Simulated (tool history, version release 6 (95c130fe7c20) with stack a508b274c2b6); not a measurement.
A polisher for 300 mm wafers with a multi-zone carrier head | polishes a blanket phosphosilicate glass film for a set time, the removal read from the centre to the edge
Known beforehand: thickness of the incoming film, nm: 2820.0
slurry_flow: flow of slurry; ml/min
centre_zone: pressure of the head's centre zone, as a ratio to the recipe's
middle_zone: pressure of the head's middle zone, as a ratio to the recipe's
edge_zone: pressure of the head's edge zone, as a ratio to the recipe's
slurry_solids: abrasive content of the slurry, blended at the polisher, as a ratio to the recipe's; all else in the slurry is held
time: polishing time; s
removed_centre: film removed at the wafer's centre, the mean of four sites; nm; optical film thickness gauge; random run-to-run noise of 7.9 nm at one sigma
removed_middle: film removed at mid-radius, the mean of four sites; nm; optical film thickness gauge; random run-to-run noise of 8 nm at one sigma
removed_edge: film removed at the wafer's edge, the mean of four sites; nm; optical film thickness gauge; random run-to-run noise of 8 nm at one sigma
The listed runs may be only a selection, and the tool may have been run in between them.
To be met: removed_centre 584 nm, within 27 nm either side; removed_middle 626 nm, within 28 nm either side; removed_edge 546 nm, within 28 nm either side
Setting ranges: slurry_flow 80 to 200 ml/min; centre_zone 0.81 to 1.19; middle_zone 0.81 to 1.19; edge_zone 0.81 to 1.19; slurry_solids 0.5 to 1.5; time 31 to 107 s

{"run": 1, "day": 0.0, "slurry_flow": 130, "centre_zone": 1, "middle_zone": 1, "edge_zone": 1, "slurry_solids": 1, "time": 69, "removed_centre": 401.58, "removed_middle": 395.43, "removed_edge": 399.29}
{"run": 2, "day": 0.333, "slurry_flow": 160, "centre_zone": 1, "middle_zone": 1, "edge_zone": 1, "slurry_solids": 1, "time": 69, "removed_centre": 422.01, "removed_middle": 417.63, "removed_edge": 401.54}
{"run": 3, "day": 0.525, "slurry_flow": 160, "centre_zone": 1.01, "middle_zone": 1.03, "edge_zone": 1.01, "slurry_solids": 1.1, "time": 70, "removed_centre": 446.06, "removed_middle": 438.75, "removed_edge": 427.53}
{"run": 4, "day": 0.725, "slurry_flow": 160, "centre_zone": 1.01, "middle_zone": 1.03, "edge_zone": 1.01, "slurry_solids": 1.1, "time": 58, "removed_centre": 356.66, "removed_middle": 368.36, "removed_edge": 346.84}
{"run": 5, "day": 1.062, "slurry_flow": 160, "centre_zone": 1.06, "middle_zone": 1.03, "edge_zone": 1.01, "slurry_solids": 1.1, "time": 58, "removed_centre": 376.88, "removed_middle": 377.71, "removed_edge": 349.05}
{"run": 6, "day": 1.392, "slurry_flow": 165, "centre_zone": 1.06, "middle_zone": 1.06, "edge_zone": 1.01, "slurry_solids": 1.2, "time": 62, "removed_centre": 430.83, "removed_middle": 427.98, "removed_edge": 389.42}
{"run": 7, "day": 1.746, "slurry_flow": 165, "centre_zone": 1.05, "middle_zone": 1.09, "edge_zone": 1.02, "slurry_solids": 1.25, "time": 65, "removed_centre": 438.11, "removed_middle": 456.37, "removed_edge": 411.19}
{"run": 8, "day": 2.033, "slurry_flow": 165, "centre_zone": 1.06, "middle_zone": 1.11, "edge_zone": 1.03, "slurry_solids": 1.3, "time": 68, "removed_centre": 482.08, "removed_middle": 486.98, "removed_edge": 454.95}
{"run": 9, "day": 2.158, "slurry_flow": 195, "centre_zone": 1.02, "middle_zone": 1.19, "edge_zone": 0.95, "slurry_solids": 1.5, "time": 74, "removed_centre": 535.31, "removed_middle": 590.72, "removed_edge": 485.91}
{"run": 10, "day": 2.521, "slurry_flow": 195, "centre_zone": 1.02, "middle_zone": 1.19, "edge_zone": 0.97, "slurry_solids": 1.5, "time": 75, "removed_centre": 547.25, "removed_middle": 618.49, "removed_edge": 504.36}
{"run": 11, "day": 2.546, "slurry_flow": 195, "centre_zone": 1.03, "middle_zone": 1.18, "edge_zone": 0.98, "slurry_solids": 1.5, "time": 75, "removed_centre": 542.15, "removed_middle": 609.35, "removed_edge": 510.38}
{"run": 12, "day": 2.646, "slurry_flow": 195, "centre_zone": 1.04, "middle_zone": 1.18, "edge_zone": 0.99, "slurry_solids": 1.5, "time": 75, "removed_centre": 564.79, "removed_middle": 608.61, "removed_edge": 504.35}
{"run": 13, "day": 2.771, "slurry_flow": 190, "centre_zone": 1.04, "middle_zone": 1.18, "edge_zone": 1, "slurry_solids": 1.5, "time": 76, "removed_centre": 562.69, "removed_middle": 612.18, "removed_edge": 520.53}
{"run": 14, "day": 2.812, "slurry_flow": 190, "centre_zone": 1.04, "middle_zone": 1.18, "edge_zone": 1.01, "slurry_solids": 1.5, "time": 76, "removed_centre": 567.38, "removed_middle": 620.96, "removed_edge": 531.16}

Which one of the following 4 next-run settings gets every result inside its allowed miss? There is exactly one.
{"run": "A", "day": 2.854, "slurry_flow": 155, "centre_zone": 1.08, "middle_zone": 1.19, "edge_zone": 1, "slurry_solids": 1.5, "time": 76, "removed_centre": "?", "removed_middle": "?", "removed_edge": "?"}
{"run": "B", "day": 2.854, "slurry_flow": 165, "centre_zone": 0.92, "middle_zone": 1.12, "edge_zone": 1.17, "slurry_solids": 1.5, "time": 80, "removed_centre": "?", "removed_middle": "?", "removed_edge": "?"}
{"run": "C", "day": 2.854, "slurry_flow": 140, "centre_zone": 1.09, "middle_zone": 1.19, "edge_zone": 1.15, "slurry_solids": 1.45, "time": 80, "removed_centre": "?", "removed_middle": "?", "removed_edge": "?"}
{"run": "D", "day": 2.854, "slurry_flow": 200, "centre_zone": 1.08, "middle_zone": 1.19, "edge_zone": 0.92, "slurry_solids": 1.5, "time": 75, "removed_centre": "?", "removed_middle": "?", "removed_edge": "?"}

move=A removed_centre=563.07 removed_middle=591.1 removed_edge=513.41
move=B removed_centre=510.04 removed_middle=597.1 removed_edge=589.72
move=C removed_centre=579.78 removed_middle=604.34 removed_edge=565.97
move=D removed_centre=580.98 removed_middle=606.92 removed_edge=501.26
A: gets the furthest-off result to its target, but another result is out of tolerance
B: further off than the last run
C: meets every target
D: gets the furthest-off result to its target, but another result is out of tolerance
Correct choice: C, which meets every target

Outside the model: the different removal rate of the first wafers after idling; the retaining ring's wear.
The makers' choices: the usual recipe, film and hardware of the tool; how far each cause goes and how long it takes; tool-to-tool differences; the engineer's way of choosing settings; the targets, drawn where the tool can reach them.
